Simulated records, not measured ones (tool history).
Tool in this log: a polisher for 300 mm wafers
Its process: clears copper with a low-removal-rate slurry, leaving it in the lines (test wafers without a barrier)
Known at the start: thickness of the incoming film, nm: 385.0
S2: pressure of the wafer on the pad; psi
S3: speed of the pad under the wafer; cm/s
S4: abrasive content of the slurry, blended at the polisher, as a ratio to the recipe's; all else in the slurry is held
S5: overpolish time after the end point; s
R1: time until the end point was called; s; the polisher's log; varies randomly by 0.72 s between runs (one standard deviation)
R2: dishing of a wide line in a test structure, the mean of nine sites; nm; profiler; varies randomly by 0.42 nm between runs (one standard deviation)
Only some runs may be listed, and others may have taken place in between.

run 1 hour=0 | flow_of_slurry_(ml/min)=220 S2=2.9 S3=114 S4=1 S5=18 | R1=80.186 R2=28.712
run 2 hour=4 | flow_of_slurry_(ml/min)=220 S2=3 S3=118 S4=1 S5=14 | R1=77.803 R2=27.084
run 3 hour=12.1 | flow_of_slurry_(ml/min)=220 S2=3 S3=118 S4=1.2 S5=14 | R1=72.722 R2=28.103
run 4 hour=12.8 | flow_of_slurry_(ml/min)=245 S2=3.2 S3=122 S4=0.95 S5=11 | R1=70.522 R2=26.601
run 5 hour=14.1 | flow_of_slurry_(ml/min)=230 S2=3.3 S3=126 S4=0.8 S5=9 | R1=70.241 R2=22.784
-- hour=17.9 head pressure recalibrated
run 6 hour=17.9 | flow_of_slurry_(ml/min)=230 S2=2.7 S3=126 S4=0.8 S5=9 | R1=92.391 R2=19.202

Run 7 is up next; what results do you expect?
run 7 hour=19.6 | flow_of_slurry_(ml/min)=230 S2=3 S3=128 S4=0.75 S5=8 | R1=? R2=?

Run 7 gave R1 84.548 s, R2 18.926 nm.
